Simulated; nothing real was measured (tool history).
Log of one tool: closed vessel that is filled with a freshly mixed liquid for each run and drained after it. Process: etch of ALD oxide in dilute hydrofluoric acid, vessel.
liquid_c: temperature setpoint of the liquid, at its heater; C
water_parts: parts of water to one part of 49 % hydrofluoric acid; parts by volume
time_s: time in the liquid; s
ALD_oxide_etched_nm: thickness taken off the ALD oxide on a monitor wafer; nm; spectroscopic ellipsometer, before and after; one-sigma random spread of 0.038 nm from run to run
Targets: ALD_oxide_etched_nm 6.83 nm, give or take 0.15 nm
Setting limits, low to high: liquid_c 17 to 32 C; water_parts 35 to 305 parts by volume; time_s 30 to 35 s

{"run": 1, "day": 0.0, "liquid_c": 24, "water_parts": 170, "time_s": 35, "ALD_oxide_etched_nm": 2.3818}
{"run": 2, "day": 0.162, "liquid_c": 27, "water_parts": 170, "time_s": 35, "ALD_oxide_etched_nm": 2.6386}
{"run": 3, "day": 0.521, "liquid_c": 27, "water_parts": 190, "time_s": 35, "ALD_oxide_etched_nm": 2.3332}
{"run": 4, "day": 0.767, "liquid_c": 28.5, "water_parts": 150, "time_s": 35, "ALD_oxide_etched_nm": 3.2416}
{"run": 5, "day": 0.825, "liquid_c": 30.5, "water_parts": 150, "time_s": 35, "ALD_oxide_etched_nm": 3.4856}
{"run": 6, "day": 1.042, "liquid_c": 32, "water_parts": 150, "time_s": 35, "ALD_oxide_etched_nm": 3.6918}
{"run": 7, "day": 1.275, "liquid_c": 32, "water_parts": 120, "time_s": 35, "ALD_oxide_etched_nm": 4.8048}
{"run": 8, "day": 1.379, "liquid_c": 32, "water_parts": 105, "time_s": 35, "ALD_oxide_etched_nm": 5.6052}
{"run": 9, "day": 1.7, "liquid_c": 32, "water_parts": 100, "time_s": 35, "ALD_oxide_etched_nm": 5.9746}
{"run": 10, "day": 1.733, "liquid_c": 32, "water_parts": 95, "time_s": 35, "ALD_oxide_etched_nm": 6.3264}

Consider the 5 candidate settings below. Which is the only one whose results all fall within their allowed miss of target?
{"run": "A", "day": 1.767, "liquid_c": 29, "water_parts": 80, "time_s": 35, "ALD_oxide_etched_nm": "?"}
{"run": "B", "day": 1.767, "liquid_c": 32, "water_parts": 85, "time_s": 35, "ALD_oxide_etched_nm": "?"}
{"run": "C", "day": 1.767, "liquid_c": 31.5, "water_parts": 90, "time_s": 35, "ALD_oxide_etched_nm": "?"}
{"run": "D", "day": 1.767, "liquid_c": 32, "water_parts": 90, "time_s": 30, "ALD_oxide_etched_nm": "?"}
{"run": "E", "day": 1.767, "liquid_c": 29.5, "water_parts": 90, "time_s": 35, "ALD_oxide_etched_nm": "?"}

move=A ALD_oxide_etched_nm=6.8228
move=B ALD_oxide_etched_nm=7.1421
move=C ALD_oxide_etched_nm=6.5711
move=D ALD_oxide_etched_nm=5.7382
move=E ALD_oxide_etched_nm=6.0944
A: every result lands within tolerance
B: the result that was furthest off in the last run now lies on the other side of its target
C: an improvement on the last run, though not all results are within tolerance
D: misses by more than the last run did
E: misses by more than the last run did
A meets every target.
